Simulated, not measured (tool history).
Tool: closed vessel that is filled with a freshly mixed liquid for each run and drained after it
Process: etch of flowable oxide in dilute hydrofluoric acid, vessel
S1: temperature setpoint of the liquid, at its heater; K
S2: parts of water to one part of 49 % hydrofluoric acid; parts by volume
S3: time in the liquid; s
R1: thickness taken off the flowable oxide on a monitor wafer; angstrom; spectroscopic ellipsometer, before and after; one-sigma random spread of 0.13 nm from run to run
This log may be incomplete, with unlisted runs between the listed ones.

| run | hour | S1 | S2 | S3 | R1 |
|---|---|---|---|---|---|
| 1 | 0.0 | 295.15 | 255 | 90 | 122.79 |
| 2 | 4.5 | 293.15 | 255 | 90 | 114.26 |
| 3 | 7.6 | 290.15 | 255 | 90 | 101.39 |
| 4 | 15.1 | 290.15 | 255 | 90 | 101.89 |
| 5 | 15.8 | 293.15 | 210 | 90 | 144.64 |
| 6 | 18.1 | 293.15 | 210 | 95 | 152.36 |

For run 7, what comes out?
| 7 | 20.1 | 297.15 | 105 | 95 | ? |

Logged for run 7: R1 401.24 angstrom.
